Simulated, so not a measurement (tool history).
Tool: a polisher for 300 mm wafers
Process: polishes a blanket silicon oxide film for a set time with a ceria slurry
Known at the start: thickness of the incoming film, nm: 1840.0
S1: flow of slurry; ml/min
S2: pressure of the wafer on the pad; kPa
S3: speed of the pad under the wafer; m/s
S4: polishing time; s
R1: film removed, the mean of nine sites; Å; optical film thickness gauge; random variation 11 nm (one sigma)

| run | hour | S1 | S2 | S3 | S4 | R1 |
|---|---|---|---|---|---|---|
| 1 | 0 | 300 | 26.2 | 1.12 | 85 | 5769.2 |
| 2 | 6.1 | 300 | 26.2 | 1.12 | 85 | 5856.1 |
| 3 | 10.6 | 300 | 28.3 | 1.12 | 85 | 6178.8 |
| 4 | 17 | 300 | 28.3 | 1.38 | 85 | 7256.6 |
| 5 | 19.7 | 300 | 28.3 | 1.1 | 85 | 6122.2 |
| 6 | 22.8 | 300 | 28.3 | 0.88 | 85 | 4995.8 |

What does the tool deliver on the next run?
| 7 | 29.8 | 300 | 35.2 | 0.94 | 85 | ? |

Run 7 measured R1 6428.9 Å.
